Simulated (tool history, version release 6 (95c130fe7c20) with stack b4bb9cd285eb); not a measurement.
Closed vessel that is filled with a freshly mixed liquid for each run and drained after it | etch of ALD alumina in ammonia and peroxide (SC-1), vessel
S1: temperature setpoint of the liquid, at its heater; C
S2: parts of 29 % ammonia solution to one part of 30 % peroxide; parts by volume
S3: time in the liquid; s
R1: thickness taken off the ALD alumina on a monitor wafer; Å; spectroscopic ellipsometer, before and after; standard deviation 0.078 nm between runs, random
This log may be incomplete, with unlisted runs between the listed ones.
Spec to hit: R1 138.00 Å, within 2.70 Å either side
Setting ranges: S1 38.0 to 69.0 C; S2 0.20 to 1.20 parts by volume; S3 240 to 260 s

run,hour,S1,S2,S3,R1
1,0.0,53.0,0.80,240,259.93
2,2.3,58.5,0.80,240,347.21
3,3.6,54.5,0.80,240,280.76
4,9.8,59.0,0.80,240,356.83
5,13.3,59.0,0.60,240,348.91
6,22.2,59.0,0.35,240,330.06
7,28.4,54.0,0.35,240,254.89
8,29.5,46.0,0.30,240,161.54
9,31.5,45.0,0.30,240,150.49
10,37.7,44.5,0.30,240,148.26
11,40.0,44.0,0.30,240,145.01

Which of these 4 next moves meets every target?
A,42.3,44.0,0.20,240,?
B,42.3,42.5,0.35,240,?
C,42.3,44.0,0.20,250,?
D,42.3,43.0,0.20,240,?

move,R1
A,136.79
B,132.35
C,142.48
D,129.12
A: all results land within tolerance of their targets
B: pushes the last run's worst result past its target
C: closes in on the targets versus the last run, not all within tolerance yet
D: pushes the last run's worst result past its target
Go with A: it meets all targets.

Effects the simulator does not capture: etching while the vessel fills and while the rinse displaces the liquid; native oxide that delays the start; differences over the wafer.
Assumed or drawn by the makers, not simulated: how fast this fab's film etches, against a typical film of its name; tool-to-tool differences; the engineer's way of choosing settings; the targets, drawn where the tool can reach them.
